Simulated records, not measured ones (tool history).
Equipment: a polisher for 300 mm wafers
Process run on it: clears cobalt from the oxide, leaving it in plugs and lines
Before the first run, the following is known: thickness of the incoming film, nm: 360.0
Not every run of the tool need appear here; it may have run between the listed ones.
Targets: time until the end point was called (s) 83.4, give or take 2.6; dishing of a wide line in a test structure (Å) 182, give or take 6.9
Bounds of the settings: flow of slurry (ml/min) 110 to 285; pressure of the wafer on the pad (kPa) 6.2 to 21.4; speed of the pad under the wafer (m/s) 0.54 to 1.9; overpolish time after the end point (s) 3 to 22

| run | hour | flow of slurry (ml/min) | pressure of the wafer on the pad (kPa) | speed of the pad under the wafer (m/s) | overpolish time after the end point (s) | time until the end point was called (s) | dishing of a wide line in a test structure (Å) |
|---|---|---|---|---|---|---|---|
| 1 | 0 | 180 | 13.8 | 1.22 | 11 | 60.507 | 327.98 |
| 2 | 3.5 | 220 | 13.8 | 1.22 | 11 | 57.982 | 330.15 |
| 3 | 7.6 | 230 | 13.1 | 1.22 | 10 | 60.538 | 308.56 |
| 4 | 9.6 | 240 | 12.4 | 1.22 | 9 | 63.801 | 284.16 |
| 5 | 14.9 | 205 | 12.4 | 1.22 | 9 | 65.605 | 280.55 |
| 6 | 21.4 | 205 | 11.7 | 1.22 | 8 | 68.422 | 254.52 |
| 7 | 25.8 | 205 | 11 | 1.22 | 7 | 72.405 | 225.24 |
| 8 | 29.2 | 200 | 11 | 1.22 | 7 | 72.468 | 227.44 |

Consider the 5 candidate settings below. Which is the only one whose results all fall within their allowed miss of target?
| A | 32.6 | 185 | 13.8 | 1.24 | 7 | ? | ? |
| B | 32.6 | 205 | 11 | 0.92 | 12 | ? | ? |
| C | 32.6 | 200 | 12.4 | 1.2 | 12 | ? | ? |
| D | 32.6 | 185 | 10.3 | 1.14 | 6 | ? | ? |
| E | 32.6 | 225 | 9.7 | 1.58 | 10 | ? | ? |

| move | time until the end point was called (s) | dishing of a wide line in a test structure (Å) |
|---|---|---|
| A | 59.569 | 260.77 |
| B | 90.164 | 282.19 |
| C | 66.816 | 331.03 |
| D | 83.674 | 184.76 |
| E | 67.871 | 298.62 |
A: lands further from the targets than the last run did
B: lands further from the targets than the last run did
C: lands further from the targets than the last run did
D: all results in spec
E: lands further from the targets than the last run did
D is the move that brings every result within its allowed miss.

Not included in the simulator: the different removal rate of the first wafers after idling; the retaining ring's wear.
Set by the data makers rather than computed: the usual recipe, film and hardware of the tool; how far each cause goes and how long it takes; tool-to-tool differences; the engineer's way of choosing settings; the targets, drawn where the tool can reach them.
